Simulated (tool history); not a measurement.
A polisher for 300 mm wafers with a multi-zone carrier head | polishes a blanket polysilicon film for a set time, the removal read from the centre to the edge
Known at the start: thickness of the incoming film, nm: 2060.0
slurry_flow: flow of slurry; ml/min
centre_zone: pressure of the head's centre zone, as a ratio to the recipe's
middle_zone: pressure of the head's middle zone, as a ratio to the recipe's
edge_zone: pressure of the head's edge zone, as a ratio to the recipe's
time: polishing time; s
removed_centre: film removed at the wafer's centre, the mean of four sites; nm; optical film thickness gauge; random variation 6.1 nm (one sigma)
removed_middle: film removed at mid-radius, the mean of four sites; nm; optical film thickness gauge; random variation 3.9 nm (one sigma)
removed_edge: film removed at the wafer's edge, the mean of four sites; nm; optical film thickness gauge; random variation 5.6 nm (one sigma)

run    day  slurry_flow  centre_zone  middle_zone  edge_zone  time  removed_centre  removed_middle  removed_edge
  1      0          215            1            1          1    55           514.8           496.5        497.44
  2  0.167          215            1            1          1    65          601.65           588.3        585.78
  3  0.296          225         1.02         0.99       1.02    65          623.77          587.01        590.98
  4  0.658          225         1.02         0.99       0.97    65          628.85          582.17        566.72
  5  1.021          190         1.02         0.99       0.97    65           603.7          572.34        565.14
  6  1.392          205         1.04         0.98          1    65          623.06          571.18        575.97
  7  1.546          220         1.05         0.97       1.02    65          640.28          575.22        598.54
  8  1.829          230         1.06         0.97       1.03    65          646.51          573.22        593.79
  9  2.162          240         1.07         0.97       1.05    65           656.9          575.87        606.64
 10  2.342          250         1.08         0.97       1.06    65          675.33          580.04        616.63
 11  2.608          260         1.09         0.97       1.07    65          681.42          589.41        617.98
 12  2.783          265          1.1         0.97       1.08    65          681.21          590.39        612.72
 13  2.929          270         1.11         0.96       1.09    65          703.49           582.4        625.43

The next listed run, before its measurement:
 14  3.096          275         1.11         0.96        1.1    65               ?               ?             ?

Run 14 gave removed_centre 695.72 nm, removed_middle 586.21 nm, removed_edge 624.94 nm.
